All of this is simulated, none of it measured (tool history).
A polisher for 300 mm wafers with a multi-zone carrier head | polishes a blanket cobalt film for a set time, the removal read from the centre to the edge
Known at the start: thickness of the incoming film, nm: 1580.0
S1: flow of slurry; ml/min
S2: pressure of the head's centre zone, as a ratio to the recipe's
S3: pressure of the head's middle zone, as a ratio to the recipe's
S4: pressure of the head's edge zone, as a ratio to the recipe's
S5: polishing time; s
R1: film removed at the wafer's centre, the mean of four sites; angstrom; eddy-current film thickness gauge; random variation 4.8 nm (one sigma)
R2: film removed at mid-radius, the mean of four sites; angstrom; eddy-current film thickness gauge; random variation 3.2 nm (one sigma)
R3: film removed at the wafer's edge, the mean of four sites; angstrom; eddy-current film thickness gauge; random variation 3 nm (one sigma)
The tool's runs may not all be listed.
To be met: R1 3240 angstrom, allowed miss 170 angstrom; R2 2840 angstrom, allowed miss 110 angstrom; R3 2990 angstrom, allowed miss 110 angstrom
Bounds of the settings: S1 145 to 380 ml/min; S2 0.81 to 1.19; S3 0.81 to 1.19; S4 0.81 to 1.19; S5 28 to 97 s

run  hour   S1    S2    S3    S4  S5      R1      R2      R3
  1     0  245     1     1     1  62  2040.7  2236.2  2150.1
  2   4.8  245  0.95     1     1  62  1868.7  2215.4    2138
  3  11.4  250  1.01  0.99  1.04  67  2167.6  2404.8  2383.9
  4  16.1  275  1.01  0.99  1.04  67  2235.5  2431.8  2374.6
  5  17.5  275  1.01  0.99  1.12  67  2220.8  2477.8  2440.6
  6  22.2  330  1.01  0.99  1.12  67  2234.1  2485.2  2495.4
  7  29.6  330  1.06  0.97  1.12  71    2516  2581.8  2614.3
  8  37.9  330  1.09  0.95  1.13  74  2691.1  2654.2  2758.3
  9  41.4  330  1.12  0.95  1.13  76  2849.3    2733  2809.8
 10  43.4  330  1.14  0.94  1.13  77  2853.1  2700.8  2862.1
 11  46.7  345  1.16  0.93  1.11  79  2982.4  2802.6  2964.6

5 next moves are on the table. One of them brings every result within its allowed miss. Which?
  A    50  345  1.19  0.93  1.12  81   ?   ?   ?
  B    50  360  1.08  0.93  1.09  81   ?   ?   ?
  C    50  345  1.07  0.91  1.08  80   ?   ?   ?
  D    50  355  1.05  0.86  1.05  83   ?   ?   ?
  E    50  290  0.96  0.81  1.07  90   ?   ?   ?

move      R1      R2      R3
   A    3154  2887.7    3028
   B  2897.4  2899.8  3005.6
   C  2825.7  2810.1  2950.6
   D  2888.7  2809.8  3037.1
   E  2825.8    2869  3269.1
A: meets every target
B: further off than the last run
C: further off than the last run
D: further off than the last run
E: further off than the last run
Move A is the one to make.

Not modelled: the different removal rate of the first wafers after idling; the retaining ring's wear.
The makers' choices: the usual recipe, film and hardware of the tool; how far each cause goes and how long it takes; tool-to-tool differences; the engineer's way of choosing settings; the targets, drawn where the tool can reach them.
